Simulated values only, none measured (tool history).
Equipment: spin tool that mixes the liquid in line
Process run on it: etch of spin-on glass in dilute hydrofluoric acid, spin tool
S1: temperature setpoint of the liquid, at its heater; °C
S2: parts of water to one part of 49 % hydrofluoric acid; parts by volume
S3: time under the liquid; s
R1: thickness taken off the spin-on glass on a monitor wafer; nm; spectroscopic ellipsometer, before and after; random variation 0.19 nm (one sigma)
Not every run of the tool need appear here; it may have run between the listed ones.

run	hour	S1	S2	S3	R1
1	0.0	23.0	160	265	54.646
2	1.9	22.5	160	265	53.592
3	10.6	22.5	160	285	57.819
4	18.2	22.5	140	285	66.914
5	23.4	22.5	140	265	62.886
6	27.1	22.5	140	265	63.146

Run 7 has not been measured yet. What should we expect?
7	29.4	21.5	145	265	?

R1: 58.168 nm
